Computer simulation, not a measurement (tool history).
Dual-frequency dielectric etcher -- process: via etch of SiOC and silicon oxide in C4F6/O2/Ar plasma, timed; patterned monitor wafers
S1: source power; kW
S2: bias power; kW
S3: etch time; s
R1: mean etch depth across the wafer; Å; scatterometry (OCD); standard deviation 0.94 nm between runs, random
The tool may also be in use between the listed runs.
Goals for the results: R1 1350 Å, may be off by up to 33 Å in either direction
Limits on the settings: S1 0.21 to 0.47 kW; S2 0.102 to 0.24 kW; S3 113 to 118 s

{"run": 1, "day": 0.0, "S1": 0.34, "S2": 0.171, "S3": 113, "R1": 1233}
{"run": 2, "day": 0.217, "S1": 0.35, "S2": 0.173, "S3": 113, "R1": 1248}
{"run": 3, "day": 0.4, "S1": 0.36, "S2": 0.175, "S3": 113, "R1": 1274.4}
{"run": 4, "day": 0.771, "S1": 0.37, "S2": 0.176, "S3": 113, "R1": 1308.3}
{"day": 0.867, "done": "source power generator calibrated"}
{"run": 5, "day": 0.867, "S1": 0.35, "S2": 0.176, "S3": 113, "R1": 1222.5}
{"run": 6, "day": 1.225, "S1": 0.36, "S2": 0.176, "S3": 113, "R1": 1264.7}
{"run": 7, "day": 1.467, "S1": 0.37, "S2": 0.177, "S3": 113, "R1": 1278.9}
{"run": 8, "day": 1.521, "S1": 0.37, "S2": 0.177, "S3": 113, "R1": 1272.3}

Exercise: of the 4 proposed moves below, exactly one satisfies all targets within the stated allowed misses. Which move is it?
{"run": "A", "day": 1.575, "S1": 0.37, "S2": 0.176, "S3": 113, "R1": "?"}
{"run": "B", "day": 1.575, "S1": 0.38, "S2": 0.178, "S3": 118, "R1": "?"}
{"run": "C", "day": 1.575, "S1": 0.36, "S2": 0.173, "S3": 115.5, "R1": "?"}
{"run": "D", "day": 1.575, "S1": 0.36, "S2": 0.159, "S3": 113, "R1": "?"}

move=A R1=1269.9
move=B R1=1345.3
move=C R1=1276.5
move=D R1=1213.7
A: roughly where the last run was
B: every result lands within tolerance
C: closer than the last run, but not yet in spec
D: the biggest miss grows against the last run
The move that meets every target is B.
